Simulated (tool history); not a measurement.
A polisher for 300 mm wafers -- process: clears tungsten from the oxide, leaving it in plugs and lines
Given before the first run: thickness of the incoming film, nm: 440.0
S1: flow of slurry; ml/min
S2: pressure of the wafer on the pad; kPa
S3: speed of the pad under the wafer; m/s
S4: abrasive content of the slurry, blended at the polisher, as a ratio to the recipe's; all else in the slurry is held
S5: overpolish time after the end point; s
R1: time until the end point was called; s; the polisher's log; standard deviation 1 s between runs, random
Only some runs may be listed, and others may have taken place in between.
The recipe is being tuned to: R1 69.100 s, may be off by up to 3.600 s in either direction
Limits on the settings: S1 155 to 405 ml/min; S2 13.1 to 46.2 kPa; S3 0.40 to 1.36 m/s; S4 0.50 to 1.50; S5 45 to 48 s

Run 1, hour 0.0: S1 260 ml/min, S2 29.6 kPa, S3 0.88 m/s, S4 1.00, S5 45 s. Result: R1 113.930 s.
Run 2, hour 2.1: S1 305 ml/min, S2 29.6 kPa, S3 0.88 m/s, S4 1.00, S5 45 s. Result: R1 113.160 s.
Run 3, hour 3.2: S1 305 ml/min, S2 35.9 kPa, S3 0.88 m/s, S4 1.00, S5 45 s. Result: R1 94.409 s.
Run 4, hour 5.1: S1 305 ml/min, S2 35.9 kPa, S3 0.88 m/s, S4 0.85, S5 45 s. Result: R1 99.203 s.
Run 5, hour 12.9: S1 305 ml/min, S2 35.9 kPa, S3 0.88 m/s, S4 1.00, S5 45 s. Result: R1 94.412 s.
Run 6, hour 19.6: S1 305 ml/min, S2 38.6 kPa, S3 0.88 m/s, S4 1.00, S5 45 s. Result: R1 87.176 s.
Run 7, hour 25.2: S1 305 ml/min, S2 40.7 kPa, S3 0.88 m/s, S4 1.00, S5 45 s. Result: R1 81.958 s.
Run 8, hour 30.3: S1 305 ml/min, S2 42.1 kPa, S3 0.88 m/s, S4 1.00, S5 45 s. Result: R1 81.054 s.
Run 9, hour 36.1: S1 305 ml/min, S2 43.4 kPa, S3 0.90 m/s, S4 1.00, S5 45 s. Result: R1 75.534 s.
Run 10, hour 43.5: S1 305 ml/min, S2 44.1 kPa, S3 0.90 m/s, S4 1.00, S5 45 s. Result: R1 75.253 s.
Run 11, hour 51.5: S1 305 ml/min, S2 44.8 kPa, S3 0.90 m/s, S4 1.00, S5 45 s. Result: R1 73.658 s.
Run 12, hour 52.0: S1 305 ml/min, S2 45.5 kPa, S3 0.90 m/s, S4 1.00, S5 45 s. Result: R1 72.850 s.

Exactly one of the 5 candidate moves below puts every result within its allowed miss. Which one?
Run A, hour 52.5: S1 295 ml/min, S2 42.1 kPa, S3 0.90 m/s, S4 0.90, S5 48 s. Result: R1 ?.
Run B, hour 52.5: S1 320 ml/min, S2 46.2 kPa, S3 1.06 m/s, S4 0.65, S5 48 s. Result: R1 ?.
Run C, hour 52.5: S1 305 ml/min, S2 45.5 kPa, S3 0.78 m/s, S4 1.05, S5 45 s. Result: R1 ?.
Run D, hour 52.5: S1 325 ml/min, S2 37.9 kPa, S3 1.02 m/s, S4 0.90, S5 45 s. Result: R1 ?.
Run E, hour 52.5: S1 220 ml/min, S2 45.5 kPa, S3 0.84 m/s, S4 1.20, S5 48 s. Result: R1 ?.

move      R1
   A  81.465
   B  70.373
   C  80.465
   D  81.213
   E  76.640
A: moves away from the targets compared with the last run
B: meets every target
C: moves away from the targets compared with the last run
D: moves away from the targets compared with the last run
E: moves away from the targets compared with the last run
B is the move that brings every result within its allowed miss.
